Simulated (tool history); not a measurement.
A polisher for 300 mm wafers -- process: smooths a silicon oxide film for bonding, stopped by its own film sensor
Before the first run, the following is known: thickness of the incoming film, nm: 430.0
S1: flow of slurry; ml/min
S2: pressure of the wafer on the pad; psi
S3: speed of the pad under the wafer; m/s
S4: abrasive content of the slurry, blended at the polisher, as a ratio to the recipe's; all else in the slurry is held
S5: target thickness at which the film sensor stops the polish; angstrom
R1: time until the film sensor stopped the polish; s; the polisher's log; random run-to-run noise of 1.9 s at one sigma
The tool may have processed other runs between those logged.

Run 1, hour 0.0: S1 300 ml/min, S2 2.0 psi, S3 0.88 m/s, S4 1.0, S5 3640 angstrom. Result: R1 80.078 s.
Run 2, hour 3.2: S1 300 ml/min, S2 1.9 psi, S3 0.88 m/s, S4 1.0, S5 3640 angstrom. Result: R1 86.754 s.
Run 3, hour 10.5: S1 300 ml/min, S2 1.8 psi, S3 0.88 m/s, S4 1.0, S5 3640 angstrom. Result: R1 88.972 s.
Run 4, hour 16.8: S1 300 ml/min, S2 1.7 psi, S3 0.88 m/s, S4 1.0, S5 3640 angstrom. Result: R1 93.056 s.
Run 5, hour 22.2: S1 300 ml/min, S2 1.7 psi, S3 0.80 m/s, S4 1.0, S5 3640 angstrom. Result: R1 102.430 s.
Run 6, hour 27.9: S1 300 ml/min, S2 1.7 psi, S3 0.80 m/s, S4 1.2, S5 3640 angstrom. Result: R1 92.827 s.

Expected results for the next run?
Run 7, hour 33.7: S1 300 ml/min, S2 1.7 psi, S3 0.80 m/s, S4 1.2, S5 3640 angstrom. Result: R1 ?.

R1: 92.677 s
